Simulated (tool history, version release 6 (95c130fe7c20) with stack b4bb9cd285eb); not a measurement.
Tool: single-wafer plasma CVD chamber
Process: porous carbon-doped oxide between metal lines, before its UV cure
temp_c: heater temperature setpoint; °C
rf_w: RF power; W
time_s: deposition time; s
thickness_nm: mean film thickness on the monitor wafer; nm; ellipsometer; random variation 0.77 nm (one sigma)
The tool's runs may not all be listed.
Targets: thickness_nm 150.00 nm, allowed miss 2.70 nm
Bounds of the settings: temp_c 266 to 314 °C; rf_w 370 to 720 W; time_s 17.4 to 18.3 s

Run 1, hour 0.0: temp_c 290 °C, rf_w 545 W, time_s 18.3 s. Result: thickness_nm 114.17 nm.
Run 2, hour 2.2: temp_c 287 °C, rf_w 565 W, time_s 18.3 s. Result: thickness_nm 119.05 nm.
Run 3, hour 4.2: temp_c 284 °C, rf_w 580 W, time_s 18.3 s. Result: thickness_nm 122.80 nm.
Run 4, hour 10.1: temp_c 284 °C, rf_w 620 W, time_s 18.3 s. Result: thickness_nm 130.45 nm.
Run 5, hour 14.0: temp_c 282 °C, rf_w 625 W, time_s 18.3 s. Result: thickness_nm 131.18 nm.
Run 6, hour 14.9: temp_c 282 °C, rf_w 675 W, time_s 18.3 s. Result: thickness_nm 138.87 nm.
Run 7, hour 15.5: temp_c 280 °C, rf_w 675 W, time_s 18.3 s. Result: thickness_nm 138.91 nm.
Run 8, hour 20.4: temp_c 278 °C, rf_w 680 W, time_s 18.3 s. Result: thickness_nm 142.24 nm.
Run 9, hour 21.4: temp_c 277 °C, rf_w 680 W, time_s 18.3 s. Result: thickness_nm 143.74 nm.
Run 10, hour 25.3: temp_c 276 °C, rf_w 680 W, time_s 18.3 s. Result: thickness_nm 145.15 nm.
Run 11, hour 28.3: temp_c 275 °C, rf_w 680 W, time_s 18.3 s. Result: thickness_nm 146.53 nm.

5 next moves are on the table. One of them brings every result within its allowed miss. Which?
Run A, hour 31.3: temp_c 266 °C, rf_w 690 W, time_s 18.3 s. Result: thickness_nm ?.
Run B, hour 31.3: temp_c 274 °C, rf_w 685 W, time_s 17.9 s. Result: thickness_nm ?.
Run C, hour 31.3: temp_c 273 °C, rf_w 705 W, time_s 17.4 s. Result: thickness_nm ?.
Run D, hour 31.3: temp_c 275 °C, rf_w 715 W, time_s 18.3 s. Result: thickness_nm ?.
Run E, hour 31.3: temp_c 266 °C, rf_w 715 W, time_s 18.2 s. Result: thickness_nm ?.

move  thickness_nm
   A        155.80
   B        144.01
   C        143.78
   D        150.42
   E        158.71
A: takes the result that was furthest off past its target
B: further off than the last run
C: further off than the last run
D: meets every target
E: takes the result that was furthest off past its target
The right move is D.
